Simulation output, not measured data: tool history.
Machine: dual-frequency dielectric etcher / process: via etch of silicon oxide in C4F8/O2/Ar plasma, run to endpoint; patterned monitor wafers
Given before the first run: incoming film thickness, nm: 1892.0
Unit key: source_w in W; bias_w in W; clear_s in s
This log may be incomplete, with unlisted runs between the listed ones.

run	hour	source_w	bias_w	clear_s
1	0	1770	1528	439.79
2	7.5	1690	1499	451.39
3	14.3	1880	1499	435.58
4	15.7	1790	1454	447.77
5	18.4	1790	1662	426.31
6	23.9	1980	1662	411.7
7	29.2	1880	1602	425.5
8	30.3	1790	1552	435.55

Predict the results of run 9:
9	39.1	1710	1503	?

clear_s: 450.58 s

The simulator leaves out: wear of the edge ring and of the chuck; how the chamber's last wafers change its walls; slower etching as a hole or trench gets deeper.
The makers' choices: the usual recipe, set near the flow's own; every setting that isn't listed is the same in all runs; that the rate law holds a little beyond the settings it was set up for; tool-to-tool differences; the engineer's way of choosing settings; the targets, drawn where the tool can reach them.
